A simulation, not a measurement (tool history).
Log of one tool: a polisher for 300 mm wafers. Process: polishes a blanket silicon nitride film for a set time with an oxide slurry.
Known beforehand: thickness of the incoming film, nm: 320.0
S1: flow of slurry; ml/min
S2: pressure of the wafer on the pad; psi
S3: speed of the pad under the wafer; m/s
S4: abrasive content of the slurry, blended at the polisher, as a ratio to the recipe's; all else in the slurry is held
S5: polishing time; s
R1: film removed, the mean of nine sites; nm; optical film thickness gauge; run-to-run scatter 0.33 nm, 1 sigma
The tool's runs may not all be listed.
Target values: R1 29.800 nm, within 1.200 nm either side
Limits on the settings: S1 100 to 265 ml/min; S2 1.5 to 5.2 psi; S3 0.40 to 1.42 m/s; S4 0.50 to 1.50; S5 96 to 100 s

run,hour,S1,S2,S3,S4,S5,R1
1,0.0,170,3.3,0.90,1.00,96,41.677
2,1.5,210,3.3,0.90,1.00,96,42.828
3,7.4,210,3.1,0.90,1.00,96,41.207
4,14.2,210,3.1,0.90,1.00,96,39.892
# hour 22.1: worn pad replaced by a new one
5,22.1,210,3.1,1.12,1.00,96,53.929
6,26.3,210,3.1,1.20,1.00,96,57.086
7,28.1,205,2.7,1.16,1.00,96,47.907
8,33.4,200,2.4,1.14,1.00,96,42.444
9,35.9,195,2.2,1.14,1.00,96,38.566
10,44.6,190,2.1,1.14,1.00,96,36.062
11,48.9,180,2.0,1.14,1.00,96,34.718
12,56.7,170,1.9,1.14,1.00,96,33.256
13,61.5,165,1.9,1.14,1.00,96,32.722
14,62.2,160,1.9,1.14,1.00,96,32.537
15,64.6,155,1.9,1.14,1.00,96,32.495
16,69.1,150,1.9,1.14,1.00,96,32.208
17,76.7,145,1.9,1.14,1.00,96,31.793

Exercise: of the 4 proposed moves below, exactly one satisfies all targets within the stated allowed misses. Which move is it?
A,84.3,165,1.9,1.14,1.00,100,?
B,84.3,205,1.8,1.12,0.85,96,?
C,84.3,155,1.7,1.18,1.05,100,?
D,84.3,100,2.3,1.22,0.90,96,?

move,R1
A,34.000
B,29.201
C,31.811
D,34.863
A: further off than the last run
B: meets every target
C: just as far off the targets as the last run
D: further off than the last run
The right move is B.
